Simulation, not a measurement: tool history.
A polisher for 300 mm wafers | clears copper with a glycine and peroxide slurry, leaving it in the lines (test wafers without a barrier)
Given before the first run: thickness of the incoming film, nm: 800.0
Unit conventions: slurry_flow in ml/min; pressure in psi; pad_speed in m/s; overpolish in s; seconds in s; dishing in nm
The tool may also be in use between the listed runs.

{"run": 1, "day": 0.0, "slurry_flow": 245, "pressure": 3, "pad_speed": 0.98, "overpolish": 28, "seconds": 109.74, "dishing": 107.76}
{"run": 2, "day": 0.2, "slurry_flow": 245, "pressure": 3.2, "pad_speed": 0.98, "overpolish": 29, "seconds": 108.6, "dishing": 109.77}
{"run": 3, "day": 0.492, "slurry_flow": 245, "pressure": 3.3, "pad_speed": 1.02, "overpolish": 31, "seconds": 101.41, "dishing": 125.28}
{"run": 4, "day": 0.812, "slurry_flow": 245, "pressure": 3.3, "pad_speed": 1.26, "overpolish": 31, "seconds": 86.327, "dishing": 135.83}
{"run": 5, "day": 0.95, "slurry_flow": 245, "pressure": 3.4, "pad_speed": 1.26, "overpolish": 32, "seconds": 85.122, "dishing": 135.32}
{"run": 6, "day": 1.083, "slurry_flow": 305, "pressure": 3.4, "pad_speed": 1.26, "overpolish": 32, "seconds": 82.498, "dishing": 140.88}

What does the tool deliver on the next run?
{"run": 7, "day": 1.454, "slurry_flow": 305, "pressure": 3.4, "pad_speed": 1.26, "overpolish": 33, "seconds": "?", "dishing": "?"}

{"run 7": {"seconds": 82.278, "dishing": 144.49}}

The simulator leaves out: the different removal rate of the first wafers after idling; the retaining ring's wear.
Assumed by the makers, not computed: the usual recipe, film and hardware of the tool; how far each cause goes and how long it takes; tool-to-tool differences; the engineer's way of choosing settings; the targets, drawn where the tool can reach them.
